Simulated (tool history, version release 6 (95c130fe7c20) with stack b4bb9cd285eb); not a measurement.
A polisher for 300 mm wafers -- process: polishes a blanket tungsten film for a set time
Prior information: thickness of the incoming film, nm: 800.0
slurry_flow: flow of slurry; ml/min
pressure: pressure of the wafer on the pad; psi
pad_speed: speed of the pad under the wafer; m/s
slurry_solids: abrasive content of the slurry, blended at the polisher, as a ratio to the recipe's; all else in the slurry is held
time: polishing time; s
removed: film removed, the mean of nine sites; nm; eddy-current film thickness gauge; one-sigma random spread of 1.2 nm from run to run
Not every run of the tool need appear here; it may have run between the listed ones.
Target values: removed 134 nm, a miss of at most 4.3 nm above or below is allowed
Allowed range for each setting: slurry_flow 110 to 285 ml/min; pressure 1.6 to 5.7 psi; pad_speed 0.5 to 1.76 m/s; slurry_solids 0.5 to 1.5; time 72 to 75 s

{"run": 1, "hour": 0.0, "slurry_flow": 180, "pressure": 3.6, "pad_speed": 1.12, "slurry_solids": 1, "time": 72, "removed": 316.73}
{"run": 2, "hour": 8.5, "slurry_flow": 180, "pressure": 3.6, "pad_speed": 1.22, "slurry_solids": 1, "time": 72, "removed": 346.84}
{"run": 3, "hour": 11.1, "slurry_flow": 180, "pressure": 3.6, "pad_speed": 1.22, "slurry_solids": 1, "time": 72, "removed": 356.42}
{"run": 4, "hour": 18.5, "slurry_flow": 180, "pressure": 3.6, "pad_speed": 1.22, "slurry_solids": 1, "time": 75, "removed": 365.22}
{"run": 5, "hour": 19.7, "slurry_flow": 180, "pressure": 3.3, "pad_speed": 1.14, "slurry_solids": 1, "time": 75, "removed": 314.38}
{"run": 6, "hour": 23.1, "slurry_flow": 180, "pressure": 3.3, "pad_speed": 1.14, "slurry_solids": 1.2, "time": 75, "removed": 324.36}
{"run": 7, "hour": 24.2, "slurry_flow": 180, "pressure": 3, "pad_speed": 1.08, "slurry_solids": 1.2, "time": 75, "removed": 278.87}
{"run": 8, "hour": 25.9, "slurry_flow": 180, "pressure": 2.8, "pad_speed": 1.02, "slurry_solids": 1.2, "time": 75, "removed": 247.14}
{"run": 9, "hour": 31.5, "slurry_flow": 180, "pressure": 2.6, "pad_speed": 0.98, "slurry_solids": 1.2, "time": 75, "removed": 224.75}
{"run": 10, "hour": 36.5, "slurry_flow": 180, "pressure": 2.4, "pad_speed": 0.94, "slurry_solids": 1.2, "time": 75, "removed": 197.54}
{"run": 11, "hour": 41.0, "slurry_flow": 180, "pressure": 2.3, "pad_speed": 0.92, "slurry_solids": 1.2, "time": 75, "removed": 187.41}
{"run": 12, "hour": 48.3, "slurry_flow": 180, "pressure": 2.2, "pad_speed": 0.9, "slurry_solids": 1.2, "time": 75, "removed": 176.64}
{"run": 13, "hour": 53.2, "slurry_flow": 165, "pressure": 1.6, "pad_speed": 0.78, "slurry_solids": 1.2, "time": 75, "removed": 112.94}
{"run": 14, "hour": 61.8, "slurry_flow": 170, "pressure": 1.6, "pad_speed": 0.78, "slurry_solids": 1.2, "time": 75, "removed": 114.28}

Exercise: of the 5 proposed moves below, exactly one satisfies all targets within the stated allowed misses. Which move is it?
{"run": "A", "hour": 70.4, "slurry_flow": 190, "pressure": 2.4, "pad_speed": 0.62, "slurry_solids": 1.45, "time": 75, "removed": "?"}
{"run": "B", "hour": 70.4, "slurry_flow": 215, "pressure": 1.7, "pad_speed": 0.96, "slurry_solids": 1, "time": 74, "removed": "?"}
{"run": "C", "hour": 70.4, "slurry_flow": 190, "pressure": 2.1, "pad_speed": 0.64, "slurry_solids": 1.3, "time": 75, "removed": "?"}
{"run": "D", "hour": 70.4, "slurry_flow": 190, "pressure": 1.7, "pad_speed": 0.96, "slurry_solids": 1.25, "time": 75, "removed": "?"}
{"run": "E", "hour": 70.4, "slurry_flow": 135, "pressure": 1.8, "pad_speed": 0.84, "slurry_solids": 1.35, "time": 74, "removed": "?"}

move=A removed=141.78
move=B removed=141.52
move=C removed=125.5
move=D removed=148.76
move=E removed=134.72
A: takes the result that was furthest off past its target
B: takes the result that was furthest off past its target
C: closer than the last run, but not yet in spec
D: takes the result that was furthest off past its target
E: hits every target within its allowed miss
Go with E: it meets all targets.
